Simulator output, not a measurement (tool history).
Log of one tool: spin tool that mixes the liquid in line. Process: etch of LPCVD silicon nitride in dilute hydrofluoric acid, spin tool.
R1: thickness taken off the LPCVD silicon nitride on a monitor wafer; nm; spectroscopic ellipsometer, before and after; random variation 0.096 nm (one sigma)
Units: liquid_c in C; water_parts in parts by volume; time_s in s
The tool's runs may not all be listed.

run 1 hour=0.0 | liquid_c=25.0 water_parts=100 time_s=310 | R1=1.4750
run 2 hour=5.9 | liquid_c=26.0 water_parts=90 time_s=315 | R1=1.7383
run 3 hour=7.2 | liquid_c=27.0 water_parts=80 time_s=320 | R1=2.2816
run 4 hour=12.3 | liquid_c=28.0 water_parts=80 time_s=320 | R1=2.3345
run 5 hour=20.3 | liquid_c=28.5 water_parts=75 time_s=320 | R1=2.5022
run 6 hour=26.0 | liquid_c=29.0 water_parts=70 time_s=320 | R1=2.9279
run 7 hour=29.7 | liquid_c=29.5 water_parts=70 time_s=320 | R1=2.8019

Forecast run 8:
run 8 hour=35.6 | liquid_c=30.0 water_parts=70 time_s=320 | R1=?

Run 8 gave R1 3.0481 nm.
